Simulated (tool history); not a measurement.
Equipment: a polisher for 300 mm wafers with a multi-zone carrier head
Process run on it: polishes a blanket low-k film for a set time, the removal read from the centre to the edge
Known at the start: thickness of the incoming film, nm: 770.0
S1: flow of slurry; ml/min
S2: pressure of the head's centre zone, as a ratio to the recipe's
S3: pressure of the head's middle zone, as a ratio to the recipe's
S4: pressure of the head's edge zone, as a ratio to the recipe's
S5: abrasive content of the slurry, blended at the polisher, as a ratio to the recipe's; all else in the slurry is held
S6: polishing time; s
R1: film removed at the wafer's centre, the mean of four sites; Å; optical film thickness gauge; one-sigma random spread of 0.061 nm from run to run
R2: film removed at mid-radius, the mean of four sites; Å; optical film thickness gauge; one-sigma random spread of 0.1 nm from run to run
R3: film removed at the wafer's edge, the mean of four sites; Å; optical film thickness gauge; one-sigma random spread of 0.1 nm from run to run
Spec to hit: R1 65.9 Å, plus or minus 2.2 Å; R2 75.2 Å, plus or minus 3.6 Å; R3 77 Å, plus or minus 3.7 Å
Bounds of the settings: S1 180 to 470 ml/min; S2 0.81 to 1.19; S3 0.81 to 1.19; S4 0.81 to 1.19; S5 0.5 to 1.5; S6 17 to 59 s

run 1 hour=0 | S1=300 S2=1 S3=1 S4=1 S5=1 S6=38 | R1=122.12 R2=120.19 R3=119.81
run 2 hour=7.9 | S1=300 S2=1 S3=1 S4=1 S5=1 S6=46 | R1=147.61 R2=144.8 R3=146.86
run 3 hour=14.6 | S1=295 S2=0.97 S3=0.99 S4=1 S5=0.9 S6=43 | R1=130.61 R2=128.46 R3=129.13
run 4 hour=18 | S1=285 S2=0.94 S3=1 S4=1.03 S5=0.85 S6=40 | R1=112.85 R2=117.42 R3=121.32
run 5 hour=19.3 | S1=310 S2=0.94 S3=1 S4=1.03 S5=0.85 S6=40 | R1=114.18 R2=121.06 R3=123.04
run 6 hour=27 | S1=240 S2=0.94 S3=1 S4=1.03 S5=0.85 S6=40 | R1=109.84 R2=117.81 R3=116.53
run 7 hour=32.6 | S1=235 S2=0.92 S3=0.99 S4=1.03 S5=0.8 S6=38 | R1=100.98 R2=105.97 R3=110.59
run 8 hour=37.3 | S1=230 S2=0.91 S3=1 S4=1.02 S5=0.75 S6=36 | R1=92.496 R2=96.241 R3=103.06
run 9 hour=39.8 | S1=220 S2=0.9 S3=1.03 S4=1.01 S5=0.7 S6=35 | R1=85.359 R2=97.317 R3=94.272
run 10 hour=42 | S1=215 S2=0.89 S3=1.02 S4=1 S5=0.65 S6=34 | R1=80.548 R2=89.181 R3=88.943
run 11 hour=46.2 | S1=215 S2=0.88 S3=1.02 S4=0.99 S5=0.6 S6=34 | R1=77.266 R2=86.519 R3=84.984
run 12 hour=54 | S1=215 S2=0.87 S3=1.01 S4=0.99 S5=0.6 S6=34 | R1=76.431 R2=86.503 R3=85.378
run 13 hour=62.9 | S1=215 S2=0.86 S3=1 S4=0.99 S5=0.6 S6=34 | R1=74.864 R2=87.541 R3=86.091
run 14 hour=67.8 | S1=215 S2=0.86 S3=0.98 S4=0.98 S5=0.6 S6=34 | R1=76.023 R2=83.402 R3=87.24
run 15 hour=68.6 | S1=215 S2=0.85 S3=0.98 S4=0.97 S5=0.6 S6=34 | R1=75.166 R2=84.353 R3=87.429
run 16 hour=77.4 | S1=210 S2=0.84 S3=0.98 S4=0.95 S5=0.55 S6=33 | R1=68.508 R2=78.322 R3=80.006
run 17 hour=81.4 | S1=210 S2=0.84 S3=0.98 S4=0.94 S5=0.55 S6=33 | R1=69.137 R2=79.029 R3=80.399
run 18 hour=86.9 | S1=210 S2=0.84 S3=0.98 S4=0.93 S5=0.55 S6=33 | R1=69.251 R2=79.465 R3=79.361
run 19 hour=89.4 | S1=210 S2=0.84 S3=0.97 S4=0.93 S5=0.55 S6=33 | R1=69.219 R2=78.937 R3=79.83

Next run, 5 choices. One meets every target within its allowed miss, the rest don't. Which?
run A hour=91.9 | S1=300 S2=0.92 S3=0.95 S4=0.94 S5=0.6 S6=30 | R1=? R2=? R3=?
run B hour=91.9 | S1=235 S2=0.84 S3=1.01 S4=1 S5=0.75 S6=30 | R1=? R2=? R3=?
run C hour=91.9 | S1=255 S2=0.86 S3=0.92 S4=0.9 S5=0.5 S6=34 | R1=? R2=? R3=?
run D hour=91.9 | S1=230 S2=0.83 S3=0.96 S4=0.95 S5=0.5 S6=33 | R1=? R2=? R3=?
run E hour=91.9 | S1=230 S2=0.81 S3=1.07 S4=0.92 S5=0.6 S6=32 | R1=? R2=? R3=?

move=A R1=75.094 R2=77.571 R3=79.096
move=B R1=71.6 R2=85.625 R3=85.943
move=C R1=73.139 R2=78.936 R3=81.407
move=D R1=67.435 R2=78.273 R3=80.119
move=E R1=67.946 R2=88.546 R3=81.326
A: moves away from the targets compared with the last run
B: moves away from the targets compared with the last run
C: moves away from the targets compared with the last run
D: in spec on every target
E: the furthest-off result lands on target, but another misses its tolerance
Correct choice: D, which meets every target
